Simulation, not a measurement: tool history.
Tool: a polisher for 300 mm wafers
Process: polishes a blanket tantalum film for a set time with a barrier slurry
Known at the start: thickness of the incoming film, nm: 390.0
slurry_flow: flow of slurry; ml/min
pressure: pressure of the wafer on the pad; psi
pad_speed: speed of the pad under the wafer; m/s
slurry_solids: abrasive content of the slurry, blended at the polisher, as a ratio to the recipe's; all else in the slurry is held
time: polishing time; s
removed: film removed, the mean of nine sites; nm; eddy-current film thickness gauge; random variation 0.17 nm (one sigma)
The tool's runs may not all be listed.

run 1 hour=0 | slurry_flow=235 pressure=1.7 pad_speed=0.82 slurry_solids=1 time=39 | removed=41.234
run 2 hour=6.5 | slurry_flow=230 pressure=1.4 pad_speed=0.82 slurry_solids=1 time=39 | removed=34.073
run 3 hour=10.2 | slurry_flow=230 pressure=1.4 pad_speed=0.82 slurry_solids=0.9 time=39 | removed=32.031
run 4 hour=14.3 | slurry_flow=225 pressure=1.3 pad_speed=0.82 slurry_solids=0.9 time=39 | removed=29.939
run 5 hour=21.1 | slurry_flow=215 pressure=1.2 pad_speed=0.82 slurry_solids=0.9 time=39 | removed=27.484
run 6 hour=24.5 | slurry_flow=200 pressure=1.2 pad_speed=0.82 slurry_solids=0.9 time=39 | removed=27.241
run 7 hour=25.3 | slurry_flow=185 pressure=1 pad_speed=0.82 slurry_solids=0.9 time=39 | removed=22.501
run 8 hour=28.3 | slurry_flow=195 pressure=1 pad_speed=0.82 slurry_solids=0.9 time=39 | removed=23.04

Forecast run 9:
run 9 hour=33.4 | slurry_flow=205 pressure=1 pad_speed=0.82 slurry_solids=0.9 time=39 | removed=?

{"run 9": {"removed": 22.941}}
